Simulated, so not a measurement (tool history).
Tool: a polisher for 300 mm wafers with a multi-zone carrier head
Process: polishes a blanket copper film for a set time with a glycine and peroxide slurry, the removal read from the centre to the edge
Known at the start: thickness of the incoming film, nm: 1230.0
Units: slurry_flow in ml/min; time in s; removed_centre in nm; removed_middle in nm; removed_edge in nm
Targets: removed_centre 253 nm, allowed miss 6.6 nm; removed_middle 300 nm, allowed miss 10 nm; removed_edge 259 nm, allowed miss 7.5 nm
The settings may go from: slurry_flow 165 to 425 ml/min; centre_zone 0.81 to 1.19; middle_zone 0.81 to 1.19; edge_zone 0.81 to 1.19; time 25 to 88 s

Run 1, day 0: slurry_flow 275 ml/min, centre_zone 1, middle_zone 1, edge_zone 1, time 56 s. Result: removed_centre 194.3 nm, removed_middle 199.51 nm, removed_edge 191.93 nm.
Run 2, day 0.075: slurry_flow 275 ml/min, centre_zone 1, middle_zone 1, edge_zone 1, time 46 s. Result: removed_centre 161.27 nm, removed_middle 160.33 nm, removed_edge 158.73 nm.
Run 3, day 0.292: slurry_flow 285 ml/min, centre_zone 1.01, middle_zone 1.04, edge_zone 1.03, time 51 s. Result: removed_centre 178.72 nm, removed_middle 189.98 nm, removed_edge 178.48 nm.
Run 4, day 0.521: slurry_flow 295 ml/min, centre_zone 1.03, middle_zone 1.06, edge_zone 1.06, time 54 s. Result: removed_centre 192.61 nm, removed_middle 200.62 nm, removed_edge 190.7 nm.
Run 5, day 0.792: slurry_flow 295 ml/min, centre_zone 1.03, middle_zone 1.02, edge_zone 1.06, time 54 s. Result: removed_centre 194.65 nm, removed_middle 197.54 nm, removed_edge 191.61 nm.
Run 6, day 1.146: slurry_flow 295 ml/min, centre_zone 1.03, middle_zone 1.02, edge_zone 0.99, time 54 s. Result: removed_centre 192.81 nm, removed_middle 194.29 nm, removed_edge 186.69 nm.
Run 7, day 1.371: slurry_flow 295 ml/min, centre_zone 1.03, middle_zone 1.02, edge_zone 0.99, time 54 s. Result: removed_centre 191.9 nm, removed_middle 196.15 nm, removed_edge 185.92 nm.
Run 8, day 1.717: slurry_flow 310 ml/min, centre_zone 1.04, middle_zone 1.05, edge_zone 1.02, time 57 s. Result: removed_centre 206.68 nm, removed_middle 219.51 nm, removed_edge 199.38 nm.
Run 9, day 1.921: slurry_flow 315 ml/min, centre_zone 1.04, middle_zone 1.06, edge_zone 1.05, time 59 s. Result: removed_centre 214.43 nm, removed_middle 227.5 nm, removed_edge 210.92 nm.
Run 10, day 1.95: slurry_flow 330 ml/min, centre_zone 1.05, middle_zone 1.09, edge_zone 1.07, time 61 s. Result: removed_centre 223.17 nm, removed_middle 242.17 nm, removed_edge 223.76 nm.
Run 11, day 2.225: slurry_flow 330 ml/min, centre_zone 1.05, middle_zone 1.09, edge_zone 1.07, time 61 s. Result: removed_centre 226.64 nm, removed_middle 238.08 nm, removed_edge 222.66 nm.
Run 12, day 2.558: slurry_flow 335 ml/min, centre_zone 1.04, middle_zone 1.11, edge_zone 1.07, time 63 s. Result: removed_centre 231.54 nm, removed_middle 247.96 nm, removed_edge 229.28 nm.

5 next moves are on the table. One of them brings every result within its allowed miss. Which?
Run A, day 2.892: slurry_flow 355 ml/min, centre_zone 0.98, middle_zone 1.15, edge_zone 1.18, time 68 s. Result: removed_centre ?, removed_middle ?, removed_edge ?.
Run B, day 2.892: slurry_flow 285 ml/min, centre_zone 1.01, middle_zone 1.19, edge_zone 1.09, time 72 s. Result: removed_centre ?, removed_middle ?, removed_edge ?.
Run C, day 2.892: slurry_flow 180 ml/min, centre_zone 1.17, middle_zone 1.15, edge_zone 1.02, time 73 s. Result: removed_centre ?, removed_middle ?, removed_edge ?.
Run D, day 2.892: slurry_flow 350 ml/min, centre_zone 1.08, middle_zone 1.19, edge_zone 1.06, time 71 s. Result: removed_centre ?, removed_middle ?, removed_edge ?.
Run E, day 2.892: slurry_flow 325 ml/min, centre_zone 1.08, middle_zone 1.19, edge_zone 0.98, time 71 s. Result: removed_centre ?, removed_middle ?, removed_edge ?.

move  removed_centre  removed_middle  removed_edge
   A          235.84          277.95        259.73
   B          250.69          296.57         259.5
   C          269.57          272.28         241.9
   D          268.96          298.45        256.37
   E          266.94          296.44        245.44
A: nearer than the last run, and not there yet
B: meets every target
C: nearer than the last run, and not there yet
D: brings the result that was furthest off to its target, and leaves another outside
E: brings the result that was furthest off to its target, and leaves another outside
Answer: B
